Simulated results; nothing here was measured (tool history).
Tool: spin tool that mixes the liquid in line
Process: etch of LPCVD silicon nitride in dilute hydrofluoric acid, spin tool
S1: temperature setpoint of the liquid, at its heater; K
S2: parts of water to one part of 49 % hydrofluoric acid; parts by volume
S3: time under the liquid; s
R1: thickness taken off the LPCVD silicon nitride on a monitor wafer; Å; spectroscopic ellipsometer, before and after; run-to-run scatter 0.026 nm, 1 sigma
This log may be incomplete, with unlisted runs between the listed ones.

run	hour	S1	S2	S3	R1
1	0.0	297.15	70	270	21.244
2	6.3	295.65	75	270	17.812
3	9.6	294.65	75	270	16.602
4	14.0	294.65	75	290	18.038
5	21.7	293.65	75	290	16.952
6	23.1	292.65	75	290	16.028
7	25.3	292.15	75	290	15.561

Run 8, settings as shown, results not yet in. Your forecast:
8	33.4	291.65	75	290	?

Logged for run 8: R1 15.088 Å.
